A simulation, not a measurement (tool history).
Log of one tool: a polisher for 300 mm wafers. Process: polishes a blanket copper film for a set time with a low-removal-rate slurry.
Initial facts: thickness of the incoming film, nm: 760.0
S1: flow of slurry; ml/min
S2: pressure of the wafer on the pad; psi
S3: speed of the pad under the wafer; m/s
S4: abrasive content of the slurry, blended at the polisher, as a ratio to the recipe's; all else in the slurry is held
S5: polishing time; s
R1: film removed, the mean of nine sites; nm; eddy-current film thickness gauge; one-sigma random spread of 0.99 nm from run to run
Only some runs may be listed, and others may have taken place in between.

Run 1, day 0.000: S1 205 ml/min, S2 1.8 psi, S3 1.26 m/s, S4 1.0, S5 111 s. Result: R1 229.73 nm.
Run 2, day 0.221: S1 200 ml/min, S2 1.7 psi, S3 1.26 m/s, S4 1.0, S5 111 s. Result: R1 214.13 nm.
Run 3, day 0.379: S1 200 ml/min, S2 1.9 psi, S3 1.26 m/s, S4 1.0, S5 111 s. Result: R1 240.64 nm.
Run 4, day 0.575: S1 200 ml/min, S2 2.3 psi, S3 1.26 m/s, S4 1.0, S5 111 s. Result: R1 286.13 nm.
Run 5, day 0.708: S1 195 ml/min, S2 2.1 psi, S3 1.26 m/s, S4 1.0, S5 111 s. Result: R1 262.69 nm.
Run 6, day 0.779: S1 195 ml/min, S2 1.8 psi, S3 1.26 m/s, S4 1.0, S5 111 s. Result: R1 227.60 nm.

Forecast run 7:
Run 7, day 0.858: S1 195 ml/min, S2 1.7 psi, S3 1.26 m/s, S4 1.0, S5 111 s. Result: R1 ?.

R1: 214.41 nm

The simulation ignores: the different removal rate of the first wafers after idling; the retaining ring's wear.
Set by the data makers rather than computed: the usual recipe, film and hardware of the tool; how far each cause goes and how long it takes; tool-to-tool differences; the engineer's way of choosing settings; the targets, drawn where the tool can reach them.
